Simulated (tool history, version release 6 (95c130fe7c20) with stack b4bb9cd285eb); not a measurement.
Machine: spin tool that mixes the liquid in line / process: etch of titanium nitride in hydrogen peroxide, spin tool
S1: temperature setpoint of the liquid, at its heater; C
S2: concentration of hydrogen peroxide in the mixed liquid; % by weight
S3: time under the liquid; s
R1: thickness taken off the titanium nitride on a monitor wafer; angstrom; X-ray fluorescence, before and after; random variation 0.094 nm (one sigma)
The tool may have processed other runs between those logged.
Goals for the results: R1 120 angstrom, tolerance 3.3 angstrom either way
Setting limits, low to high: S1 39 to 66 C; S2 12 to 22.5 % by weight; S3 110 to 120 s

Run 1, hour 0: S1 55 C, S2 15.5 % by weight, S3 110 s. Result: R1 86.212 angstrom.
Run 2, hour 6.3: S1 56 C, S2 15.5 % by weight, S3 110 s. Result: R1 92.586 angstrom.
Run 3, hour 10.3: S1 56.5 C, S2 15.5 % by weight, S3 110 s. Result: R1 95.303 angstrom.
Run 4, hour 15.4: S1 56.5 C, S2 15.5 % by weight, S3 110 s. Result: R1 94.695 angstrom.
Run 5, hour 19.2: S1 57 C, S2 15.5 % by weight, S3 110 s. Result: R1 99.608 angstrom.
Run 6, hour 22.7: S1 57 C, S2 14 % by weight, S3 110 s. Result: R1 97.227 angstrom.
Run 7, hour 28.1: S1 57.5 C, S2 14 % by weight, S3 110 s. Result: R1 101.23 angstrom.
Run 8, hour 32.9: S1 60.5 C, S2 14 % by weight, S3 110 s. Result: R1 123.56 angstrom.

Which one of the following 4 next-run settings gets every result inside its allowed miss? There is exactly one.
Run A, hour 37.7: S1 59.5 C, S2 14 % by weight, S3 120 s. Result: R1 ?.
Run B, hour 37.7: S1 60 C, S2 13.5 % by weight, S3 120 s. Result: R1 ?.
Run C, hour 37.7: S1 59.5 C, S2 17.5 % by weight, S3 110 s. Result: R1 ?.
Run D, hour 37.7: S1 61 C, S2 15 % by weight, S3 110 s. Result: R1 ?.

move      R1
   A  125.63
   B  128.99
   C  120.71
   D  129.36
A: further off than the last run
B: further off than the last run
C: every result within its allowed miss
D: further off than the last run
C meets every target.

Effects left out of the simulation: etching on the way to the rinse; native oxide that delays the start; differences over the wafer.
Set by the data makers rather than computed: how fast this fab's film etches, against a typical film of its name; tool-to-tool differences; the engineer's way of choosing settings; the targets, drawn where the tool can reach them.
